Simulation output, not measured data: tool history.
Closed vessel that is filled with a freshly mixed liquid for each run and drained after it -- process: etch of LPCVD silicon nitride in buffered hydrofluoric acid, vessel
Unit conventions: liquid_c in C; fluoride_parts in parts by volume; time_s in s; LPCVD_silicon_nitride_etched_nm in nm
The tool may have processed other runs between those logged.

run  hour  liquid_c  fluoride_parts  time_s  LPCVD_silicon_nitride_etched_nm
  1     0        22            10.5    1475                           19.933
  2   8.6      25.5            10.5    1475                           24.075
  3  10.2      25.5              13    1475                           19.178
  4  18.6      25.5              13    1475                           19.329
  5  22.3      25.5              13    1475                           19.719
  6  30.9        25              13    1475                           18.906
  7  33.8      24.5              13    1475                           18.491
  8  40.4        24              13    1475                            18.18

Estimate the outcome of run 9 from the log above:
  9    48      23.5              13    1475                                ?

LPCVD_silicon_nitride_etched_nm: 17.664 nm

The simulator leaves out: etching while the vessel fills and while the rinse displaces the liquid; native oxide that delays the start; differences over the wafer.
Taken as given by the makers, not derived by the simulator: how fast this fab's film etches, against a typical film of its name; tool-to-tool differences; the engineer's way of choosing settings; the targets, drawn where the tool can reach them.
